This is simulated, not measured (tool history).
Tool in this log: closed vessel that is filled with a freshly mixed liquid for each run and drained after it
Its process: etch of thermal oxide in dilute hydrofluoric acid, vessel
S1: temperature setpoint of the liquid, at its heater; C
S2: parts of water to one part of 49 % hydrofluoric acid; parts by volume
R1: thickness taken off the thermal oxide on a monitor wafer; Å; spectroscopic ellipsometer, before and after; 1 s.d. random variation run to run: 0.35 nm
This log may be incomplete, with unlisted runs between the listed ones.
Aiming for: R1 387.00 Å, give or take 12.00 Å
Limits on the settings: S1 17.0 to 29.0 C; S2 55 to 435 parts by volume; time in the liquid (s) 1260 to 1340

{"run": 1, "day": 0.0, "S1": 21.0, "S2": 245, "time in the liquid (s)": 1260, "R1": 209.65}
{"run": 2, "day": 0.308, "S1": 23.5, "S2": 245, "time in the liquid (s)": 1260, "R1": 228.5}
{"run": 3, "day": 0.575, "S1": 24.0, "S2": 235, "time in the liquid (s)": 1260, "R1": 240.45}
{"run": 4, "day": 0.9, "S1": 24.0, "S2": 150, "time in the liquid (s)": 1260, "R1": 419.17}
{"run": 5, "day": 1.279, "S1": 24.0, "S2": 70, "time in the liquid (s)": 1260, "R1": 1001.0}
{"run": 6, "day": 1.338, "S1": 26.5, "S2": 70, "time in the liquid (s)": 1260, "R1": 1102.3}
{"run": 7, "day": 1.567, "S1": 25.5, "S2": 80, "time in the liquid (s)": 1260, "R1": 925.12}
{"run": 8, "day": 1.758, "S1": 24.5, "S2": 90, "time in the liquid (s)": 1260, "R1": 767.64}
{"run": 9, "day": 1.9, "S1": 23.5, "S2": 95, "time in the liquid (s)": 1260, "R1": 701.69}
{"run": 10, "day": 1.983, "S1": 22.5, "S2": 100, "time in the liquid (s)": 1260, "R1": 629.87}
{"run": 11, "day": 2.071, "S1": 22.0, "S2": 100, "time in the liquid (s)": 1260, "R1": 622.32}
{"run": 12, "day": 2.171, "S1": 21.5, "S2": 105, "time in the liquid (s)": 1260, "R1": 571.85}
{"run": 13, "day": 2.296, "S1": 21.0, "S2": 105, "time in the liquid (s)": 1260, "R1": 562.56}
{"run": 14, "day": 2.512, "S1": 20.5, "S2": 105, "time in the liquid (s)": 1260, "R1": 559.57}
{"run": 15, "day": 2.638, "S1": 20.5, "S2": 105, "time in the liquid (s)": 1260, "R1": 562.13}
{"run": 16, "day": 3.012, "S1": 20.0, "S2": 110, "time in the liquid (s)": 1260, "R1": 505.76}
{"run": 17, "day": 3.142, "S1": 19.5, "S2": 110, "time in the liquid (s)": 1260, "R1": 502.19}
{"day": 3.375, "done": "thermometer replaced"}
{"run": 18, "day": 3.375, "S1": 19.0, "S2": 110, "time in the liquid (s)": 1260, "R1": 468.74}
{"run": 19, "day": 3.658, "S1": 18.0, "S2": 115, "time in the liquid (s)": 1260, "R1": 426.73}

Which single option among these 5 for the next run brings every result within its allowed miss of target? Just one does.
{"run": "A", "day": 3.942, "S1": 17.5, "S2": 135, "time in the liquid (s)": 1260, "R1": "?"}
{"run": "B", "day": 3.942, "S1": 23.5, "S2": 165, "time in the liquid (s)": 1300, "R1": "?"}
{"run": "C", "day": 3.942, "S1": 18.0, "S2": 140, "time in the liquid (s)": 1315, "R1": "?"}
{"run": "D", "day": 3.942, "S1": 17.0, "S2": 120, "time in the liquid (s)": 1260, "R1": "?"}
{"run": "E", "day": 3.942, "S1": 20.0, "S2": 150, "time in the liquid (s)": 1310, "R1": "?"}

move=A R1=349.70
move=B R1=362.71
move=C R1=357.42
move=D R1=391.20
move=E R1=356.56
A: the result that was furthest off in the last run now lies on the other side of its target
B: the result that was furthest off in the last run now lies on the other side of its target
C: the result that was furthest off in the last run now lies on the other side of its target
D: all results land within tolerance of their targets
E: the result that was furthest off in the last run now lies on the other side of its target
The move that meets every target is D.
